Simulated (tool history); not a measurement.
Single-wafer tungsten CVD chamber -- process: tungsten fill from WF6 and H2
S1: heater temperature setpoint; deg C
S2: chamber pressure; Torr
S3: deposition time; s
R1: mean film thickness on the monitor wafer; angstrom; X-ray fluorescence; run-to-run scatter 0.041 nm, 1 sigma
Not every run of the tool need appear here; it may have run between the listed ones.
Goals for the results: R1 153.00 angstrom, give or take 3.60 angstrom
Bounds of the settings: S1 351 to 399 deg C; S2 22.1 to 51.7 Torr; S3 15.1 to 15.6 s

run,hour,S1,S2,S3,R1
1,0.0,375,36.9,15.1,282.26
2,6.3,375,36.9,15.6,291.86
3,11.1,385,36.9,15.6,368.27
4,18.5,385,32.3,15.6,341.72
5,21.9,380,31.7,15.6,302.26
6,29.1,372,31.7,15.6,250.96
7,30.4,369,31.5,15.6,234.53
8,38.1,366,31.3,15.6,214.73
9,43.2,364,31.2,15.6,205.83
10,44.6,362,31.1,15.6,195.17
11,51.6,360,31.1,15.6,185.79
12,57.8,359,31.1,15.6,180.83
13,59.8,358,31.1,15.6,176.36
14,65.1,357,31.1,15.6,172.04
15,66.2,351,30.8,15.6,147.06

Consider the 4 candidate settings below. Which is the only one whose results all fall within their allowed miss of target?
A,67.3,356,29.8,15.4,?
B,67.3,355,30.1,15.6,?
C,67.3,351,31.5,15.1,?
D,67.3,352,33.9,15.2,?

move,R1
A,161.72
B,160.50
C,143.28
D,153.64
A: takes the result that was furthest off past its target
B: takes the result that was furthest off past its target
C: the biggest miss grows against the last run
D: all results in spec
Move D is the one to make.
